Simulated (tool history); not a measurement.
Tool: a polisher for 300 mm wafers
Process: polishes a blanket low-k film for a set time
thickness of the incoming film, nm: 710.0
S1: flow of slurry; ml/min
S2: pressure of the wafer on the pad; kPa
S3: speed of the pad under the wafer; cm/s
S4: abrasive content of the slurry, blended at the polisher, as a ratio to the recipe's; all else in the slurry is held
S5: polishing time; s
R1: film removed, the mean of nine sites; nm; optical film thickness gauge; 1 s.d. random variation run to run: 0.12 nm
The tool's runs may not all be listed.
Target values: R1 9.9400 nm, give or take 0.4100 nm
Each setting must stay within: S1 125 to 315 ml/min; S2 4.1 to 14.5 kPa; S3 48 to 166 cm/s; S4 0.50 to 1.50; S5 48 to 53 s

run	hour	S1	S2	S3	S4	S5	R1
1	0.0	205	9.0	106	1.00	53	14.6170
2	6.1	240	9.0	106	1.00	53	14.6220
3	11.7	280	9.0	106	1.00	53	14.7090
4	16.9	280	7.6	106	1.00	53	13.8980
5	18.1	280	6.2	100	1.00	53	11.6310
6	22.5	280	5.5	100	1.00	53	11.2280
# hour 25.0: worn pad replaced by a new one
7	25.0	280	4.8	100	1.00	53	11.5730
8	29.9	280	4.8	96	1.00	53	11.2650
9	33.0	280	4.8	90	1.00	53	10.9830

Which one of the following 5 next-run settings gets every result inside its allowed miss? There is exactly one.
A	36.1	245	6.2	54	1.00	53	?
B	36.1	300	4.8	90	1.20	50	?
C	36.1	275	4.1	84	0.90	50	?
D	36.1	265	7.6	74	0.95	53	?
E	36.1	285	4.8	82	1.10	49	?

move	R1
A	9.0705
B	10.7750
C	8.6008
D	11.6420
E	9.6634
A: pushes the last run's worst result past its target
B: better than the last run, though not everything is in spec
C: pushes the last run's worst result past its target
D: the biggest miss grows against the last run
E: every result within its allowed miss
Answer: E

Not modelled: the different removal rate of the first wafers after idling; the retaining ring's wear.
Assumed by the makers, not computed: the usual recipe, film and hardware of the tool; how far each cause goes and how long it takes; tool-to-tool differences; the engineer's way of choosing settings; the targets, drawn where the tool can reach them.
